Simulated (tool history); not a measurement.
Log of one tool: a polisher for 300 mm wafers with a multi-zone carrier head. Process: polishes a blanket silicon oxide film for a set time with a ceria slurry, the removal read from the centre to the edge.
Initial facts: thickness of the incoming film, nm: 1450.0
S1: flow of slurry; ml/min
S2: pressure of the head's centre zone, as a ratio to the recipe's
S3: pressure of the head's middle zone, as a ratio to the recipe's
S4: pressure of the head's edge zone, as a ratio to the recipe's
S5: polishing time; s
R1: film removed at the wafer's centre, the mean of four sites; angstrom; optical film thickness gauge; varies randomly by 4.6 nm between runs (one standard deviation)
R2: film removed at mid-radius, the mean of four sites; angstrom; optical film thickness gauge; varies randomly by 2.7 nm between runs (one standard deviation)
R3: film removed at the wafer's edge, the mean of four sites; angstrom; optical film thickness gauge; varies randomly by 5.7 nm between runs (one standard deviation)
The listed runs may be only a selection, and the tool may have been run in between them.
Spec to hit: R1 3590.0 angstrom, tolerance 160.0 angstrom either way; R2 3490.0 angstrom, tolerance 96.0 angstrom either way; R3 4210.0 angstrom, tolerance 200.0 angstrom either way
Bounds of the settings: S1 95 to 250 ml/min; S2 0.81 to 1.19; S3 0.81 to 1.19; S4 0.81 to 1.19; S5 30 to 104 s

run,day,S1,S2,S3,S4,S5,R1,R2,R3
1,0.000,160,1.00,1.00,1.00,67,4243.7,4299.6,4382.8
2,0.138,160,0.93,1.00,1.00,67,4203.8,4341.7,4487.6
3,0.162,150,0.91,0.98,1.01,66,3932.3,4136.3,4395.7
4,0.238,140,0.91,0.96,1.01,66,3776.4,4027.8,4253.4
5,0.483,175,0.91,0.96,1.01,66,3996.5,4199.6,4522.7
6,0.671,175,0.91,1.00,1.01,66,4006.6,4372.5,4506.3
7,0.762,165,0.91,0.97,1.02,66,3979.0,4205.4,4363.6
8,0.871,130,0.82,0.87,1.12,66,3468.0,3607.6,4500.1
9,1.196,120,0.89,0.85,1.03,64,3555.3,3356.8,4105.6

Pick the move, out of 4, that brings all results within their allowed miss; only one does.
A,1.521,110,0.94,0.93,0.99,67,?,?,?
B,1.521,100,0.90,0.84,0.97,65,?,?,?
C,1.521,120,0.89,0.85,1.01,66,?,?,?
D,1.521,145,1.00,0.83,1.01,60,?,?,?

move,R1,R2,R3
A,3723.5,3730.3,4179.8
B,3365.5,3224.4,3935.7
C,3616.9,3500.1,4236.3
D,3801.4,3270.0,3983.2
A: moves the result that the last run missed by most past its target, out the other side
B: misses by more than the last run did
C: all results land within tolerance of their targets
D: misses by more than the last run did
C is the move that brings every result within its allowed miss.
